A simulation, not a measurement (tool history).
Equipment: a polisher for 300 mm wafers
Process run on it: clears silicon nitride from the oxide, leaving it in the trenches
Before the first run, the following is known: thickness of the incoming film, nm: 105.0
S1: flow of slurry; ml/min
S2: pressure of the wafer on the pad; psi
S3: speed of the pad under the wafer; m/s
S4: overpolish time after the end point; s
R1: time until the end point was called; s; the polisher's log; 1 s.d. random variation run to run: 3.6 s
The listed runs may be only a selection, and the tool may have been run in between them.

Run 1, hour 0.0: S1 205 ml/min, S2 2.5 psi, S3 1.08 m/s, S4 5 s. Result: R1 113.86 s.
Run 2, hour 7.2: S1 205 ml/min, S2 2.5 psi, S3 0.92 m/s, S4 5 s. Result: R1 131.82 s.
Run 3, hour 9.7: S1 160 ml/min, S2 2.5 psi, S3 0.92 m/s, S4 5 s. Result: R1 137.12 s.
Run 4, hour 17.5: S1 155 ml/min, S2 2.2 psi, S3 0.84 m/s, S4 5 s. Result: R1 166.13 s.
Run 5, hour 23.2: S1 150 ml/min, S2 2.0 psi, S3 0.78 m/s, S4 5 s. Result: R1 204.12 s.
Run 6, hour 31.1: S1 125 ml/min, S2 2.0 psi, S3 0.78 m/s, S4 5 s. Result: R1 209.86 s.
Run 7, hour 32.2: S1 125 ml/min, S2 1.8 psi, S3 0.76 m/s, S4 5 s. Result: R1 236.98 s.
Run 8, hour 37.3: S1 125 ml/min, S2 1.7 psi, S3 0.76 m/s, S4 5 s. Result: R1 250.78 s.
Run 9, hour 39.5: S1 125 ml/min, S2 1.6 psi, S3 0.76 m/s, S4 5 s. Result: R1 266.50 s.
Run 10, hour 47.9: S1 125 ml/min, S2 1.5 psi, S3 0.76 m/s, S4 5 s. Result: R1 287.11 s.

What does the tool deliver on the next run?
At hour 50.6: worn pad replaced by a new one.
Run 11, hour 50.6: S1 125 ml/min, S2 1.4 psi, S3 0.76 m/s, S4 5 s. Result: R1 ?.

R1: 270.41 s
